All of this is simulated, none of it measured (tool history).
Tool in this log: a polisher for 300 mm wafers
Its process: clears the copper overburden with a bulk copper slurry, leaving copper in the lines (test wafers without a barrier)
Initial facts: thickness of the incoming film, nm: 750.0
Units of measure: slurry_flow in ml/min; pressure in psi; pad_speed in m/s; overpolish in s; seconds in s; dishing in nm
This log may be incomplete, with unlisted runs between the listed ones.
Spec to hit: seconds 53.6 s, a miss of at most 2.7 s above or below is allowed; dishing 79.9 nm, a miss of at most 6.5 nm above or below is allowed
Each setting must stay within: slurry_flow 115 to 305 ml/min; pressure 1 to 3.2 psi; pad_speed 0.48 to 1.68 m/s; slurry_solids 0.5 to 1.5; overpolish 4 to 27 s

{"run": 1, "hour": 0.0, "slurry_flow": 195, "pressure": 2.1, "pad_speed": 1.08, "slurry_solids": 1, "overpolish": 14, "seconds": 92.043, "dishing": 57.218}
{"run": 2, "hour": 3.8, "slurry_flow": 195, "pressure": 2.1, "pad_speed": 1.08, "slurry_solids": 1, "overpolish": 19, "seconds": 91.63, "dishing": 68.73}
{"run": 3, "hour": 9.0, "slurry_flow": 195, "pressure": 2.4, "pad_speed": 1.1, "slurry_solids": 1, "overpolish": 17, "seconds": 82.195, "dishing": 72.296}
{"run": 4, "hour": 10.1, "slurry_flow": 155, "pressure": 2.4, "pad_speed": 1.1, "slurry_solids": 1, "overpolish": 17, "seconds": 81.778, "dishing": 69.732}
{"run": 5, "hour": 12.0, "slurry_flow": 155, "pressure": 2.6, "pad_speed": 1.14, "slurry_solids": 1, "overpolish": 16, "seconds": 74.374, "dishing": 71.951}
{"run": 6, "hour": 12.9, "slurry_flow": 155, "pressure": 2.6, "pad_speed": 0.9, "slurry_solids": 1, "overpolish": 16, "seconds": 87.788, "dishing": 67.244}
{"run": 7, "hour": 14.8, "slurry_flow": 155, "pressure": 2.8, "pad_speed": 1, "slurry_solids": 1, "overpolish": 15, "seconds": 76.077, "dishing": 71.482}
{"run": 8, "hour": 19.9, "slurry_flow": 155, "pressure": 2.9, "pad_speed": 1.06, "slurry_solids": 1, "overpolish": 14, "seconds": 69.97, "dishing": 72.841}
{"hour": 28.9, "done": "slurry blender recalibrated"}
{"run": 9, "hour": 28.9, "slurry_flow": 155, "pressure": 3, "pad_speed": 1.12, "slurry_solids": 1, "overpolish": 13, "seconds": 58.314, "dishing": 74.198}

Next run, 5 choices. One meets every target within its allowed miss, the rest don't. Which?
{"run": "A", "hour": 37.9, "slurry_flow": 115, "pressure": 3.1, "pad_speed": 1.22, "slurry_solids": 0.8, "overpolish": 14, "seconds": "?", "dishing": "?"}
{"run": "B", "hour": 37.9, "slurry_flow": 160, "pressure": 3.2, "pad_speed": 1.16, "slurry_solids": 1, "overpolish": 14, "seconds": "?", "dishing": "?"}
{"run": "C", "hour": 37.9, "slurry_flow": 180, "pressure": 3.2, "pad_speed": 1.12, "slurry_solids": 1.05, "overpolish": 9, "seconds": "?", "dishing": "?"}
{"run": "D", "hour": 37.9, "slurry_flow": 190, "pressure": 3.1, "pad_speed": 1.18, "slurry_solids": 1.05, "overpolish": 8, "seconds": "?", "dishing": "?"}
{"run": "E", "hour": 37.9, "slurry_flow": 165, "pressure": 2.9, "pad_speed": 1.12, "slurry_solids": 0.95, "overpolish": 10, "seconds": "?", "dishing": "?"}

move=A seconds=60.005 dishing=78.537
move=B seconds=54.322 dishing=82.538
move=C seconds=54.292 dishing=65.852
move=D seconds=53.486 dishing=61.636
move=E seconds=62.145 dishing=63.901
A: moves away from the targets compared with the last run
B: in spec on every target
C: puts the biggest miss on target and leaves a different result outside tolerance
D: puts the biggest miss on target and leaves a different result outside tolerance
E: moves away from the targets compared with the last run
The move that meets every target is B.
